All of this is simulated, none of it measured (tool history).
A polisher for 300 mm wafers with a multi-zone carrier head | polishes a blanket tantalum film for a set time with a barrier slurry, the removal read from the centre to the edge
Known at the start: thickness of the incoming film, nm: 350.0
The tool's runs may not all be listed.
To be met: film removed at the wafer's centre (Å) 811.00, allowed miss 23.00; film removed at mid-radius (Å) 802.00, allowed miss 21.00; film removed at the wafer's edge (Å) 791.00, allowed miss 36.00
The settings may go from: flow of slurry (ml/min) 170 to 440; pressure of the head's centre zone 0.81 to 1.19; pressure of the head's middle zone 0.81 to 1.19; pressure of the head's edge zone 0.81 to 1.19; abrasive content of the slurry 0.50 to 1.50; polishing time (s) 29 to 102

run,hour,flow of slurry (ml/min),pressure of the head's centre zone,pressure of the head's middle zone,pressure of the head's edge zone,abrasive content of the slurry,polishing time (s),film removed at the wafer's centre (Å),film removed at mid-radius (Å),film removed at the wafer's edge (Å)
1,0.0,280,1.00,1.00,1.00,1.00,65,1181.60,1225.30,1173.20
2,3.6,280,1.07,1.00,1.00,1.00,65,1280.20,1216.10,1197.70
3,5.3,280,1.11,1.00,1.00,1.00,65,1335.50,1211.40,1196.70
4,10.3,280,1.09,0.99,0.98,0.95,64,1263.90,1167.60,1136.50
5,17.7,280,1.09,0.99,1.03,0.95,64,1253.20,1167.80,1180.80
6,22.9,280,1.02,0.99,1.03,0.95,64,1189.10,1167.60,1215.10
7,24.9,280,1.01,0.98,1.01,0.90,63,1131.10,1125.80,1121.10
8,31.8,275,1.00,0.96,1.00,0.85,63,1114.30,1081.20,1117.10
9,38.8,275,0.99,0.95,0.98,0.80,62,1079.40,1047.90,1059.20
10,41.6,270,0.97,0.94,0.96,0.75,61,1004.50,1004.10,1029.90
11,42.8,275,0.97,0.94,0.95,0.70,60,972.41,976.25,995.93
12,43.4,275,0.97,0.94,0.94,0.70,59,953.00,961.63,969.32
13,46.7,275,0.97,0.93,0.93,0.70,58,949.27,927.92,936.10
14,47.5,255,0.87,0.88,0.83,0.50,56,736.55,769.68,802.15
15,50.3,265,0.88,0.88,0.83,0.50,56,749.54,781.80,792.26

Which of these 5 next moves meets every target?
A,53.1,300,0.92,0.94,0.81,0.50,57,?,?,?
B,53.1,430,0.95,0.91,0.87,0.50,53,?,?,?
C,53.1,310,0.81,0.88,0.89,0.50,61,?,?,?
D,53.1,265,0.81,0.89,0.91,0.50,55,?,?,?
E,53.1,330,0.91,0.83,0.83,0.60,53,?,?,?

move,film removed at the wafer's centre (Å),film removed at mid-radius (Å),film removed at the wafer's edge (Å)
A,822.73,849.89,801.50
B,815.90,791.88,786.82
C,776.66,864.10,897.03
D,688.15,774.02,807.10
E,802.42,756.03,798.16
A: brings the result that was furthest off to its target, and leaves another outside
B: meets every target
C: further off than the last run
D: further off than the last run
E: brings the result that was furthest off to its target, and leaves another outside
The right move is B.
